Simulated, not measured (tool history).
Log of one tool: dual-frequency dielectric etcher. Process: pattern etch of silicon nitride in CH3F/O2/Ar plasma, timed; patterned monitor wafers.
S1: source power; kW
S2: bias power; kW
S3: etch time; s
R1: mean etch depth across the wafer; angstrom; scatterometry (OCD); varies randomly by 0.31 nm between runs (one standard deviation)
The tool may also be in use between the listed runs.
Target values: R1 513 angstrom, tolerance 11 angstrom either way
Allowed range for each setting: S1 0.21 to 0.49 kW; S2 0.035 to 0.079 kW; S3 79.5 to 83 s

Run 1, hour 0: S1 0.35 kW, S2 0.057 kW, S3 79.5 s. Result: R1 464.16 angstrom.
Run 2, hour 8.4: S1 0.35 kW, S2 0.052 kW, S3 79.5 s. Result: R1 449.4 angstrom.
Run 3, hour 17: S1 0.35 kW, S2 0.052 kW, S3 79.5 s. Result: R1 450.19 angstrom.
Run 4, hour 23.7: S1 0.35 kW, S2 0.059 kW, S3 79.5 s. Result: R1 465.75 angstrom.
Run 5, hour 30.4: S1 0.37 kW, S2 0.06 kW, S3 79.5 s. Result: R1 477.47 angstrom.
Run 6, hour 37.7: S1 0.37 kW, S2 0.056 kW, S3 79.5 s. Result: R1 464.63 angstrom.
Run 7, hour 42.4: S1 0.39 kW, S2 0.058 kW, S3 79.5 s. Result: R1 478.12 angstrom.
Run 8, hour 50.8: S1 0.4 kW, S2 0.059 kW, S3 79.5 s. Result: R1 481.35 angstrom.
Run 9, hour 58.8: S1 0.41 kW, S2 0.06 kW, S3 79.5 s. Result: R1 488.63 angstrom.
Run 10, hour 67.4: S1 0.42 kW, S2 0.061 kW, S3 79.5 s. Result: R1 496.89 angstrom.
Run 11, hour 75.9: S1 0.43 kW, S2 0.061 kW, S3 79.5 s. Result: R1 494.72 angstrom.

Which of these 5 next moves meets every target?
Run A, hour 84.4: S1 0.44 kW, S2 0.064 kW, S3 80.5 s. Result: R1 ?.
Run B, hour 84.4: S1 0.43 kW, S2 0.049 kW, S3 81 s. Result: R1 ?.
Run C, hour 84.4: S1 0.46 kW, S2 0.071 kW, S3 80 s. Result: R1 ?.
Run D, hour 84.4: S1 0.4 kW, S2 0.079 kW, S3 82 s. Result: R1 ?.
Run E, hour 84.4: S1 0.41 kW, S2 0.059 kW, S3 79.5 s. Result: R1 ?.

move      R1
   A  517.55
   B  481.68
   C  536.98
   D  544.56
   E  489.15
A: in spec on every target
B: moves away from the targets compared with the last run
C: takes the result that was furthest off past its target
D: takes the result that was furthest off past its target
E: moves away from the targets compared with the last run
The right move is A.
